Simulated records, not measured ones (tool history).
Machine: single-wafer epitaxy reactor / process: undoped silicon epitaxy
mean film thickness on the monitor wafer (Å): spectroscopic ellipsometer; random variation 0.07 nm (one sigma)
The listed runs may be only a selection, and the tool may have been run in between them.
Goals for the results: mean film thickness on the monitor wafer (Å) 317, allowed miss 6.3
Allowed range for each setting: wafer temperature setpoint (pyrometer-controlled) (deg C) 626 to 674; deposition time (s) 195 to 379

| run | day | wafer temperature setpoint (pyrometer-controlled) (deg C) | deposition time (s) | mean film thickness on the monitor wafer (Å) |
|---|---|---|---|---|
| 1 | 0 | 650 | 287 | 538.1 |
| 2 | 0.346 | 644 | 287 | 469.15 |
| 3 | 0.446 | 638 | 287 | 410.21 |
| 4 | 0.712 | 635 | 287 | 383.4 |
|  | 0.833 | pyrometer calibrated |
| 5 | 0.833 | 626 | 287 | 276.72 |
| 6 | 0.871 | 627 | 287 | 283.18 |
| 7 | 0.971 | 628 | 287 | 289.88 |
| 8 | 1.104 | 629 | 287 | 297.22 |
| 9 | 1.317 | 630 | 287 | 302.93 |

Exercise: of the 4 proposed moves below, exactly one satisfies all targets within the stated allowed misses. Which move is it?
| A | 1.529 | 632 | 273 | ? |
| B | 1.529 | 633 | 279 | ? |
| C | 1.529 | 632 | 271 | ? |
| D | 1.529 | 630 | 276 | ? |

| move | mean film thickness on the monitor wafer (Å) |
|---|---|
| A | 303.89 |
| B | 317.87 |
| C | 301.67 |
| D | 293.25 |
A: closer than the last run, but not yet in spec
B: every result within its allowed miss
C: further off than the last run
D: further off than the last run
B is the move that brings every result within its allowed miss.
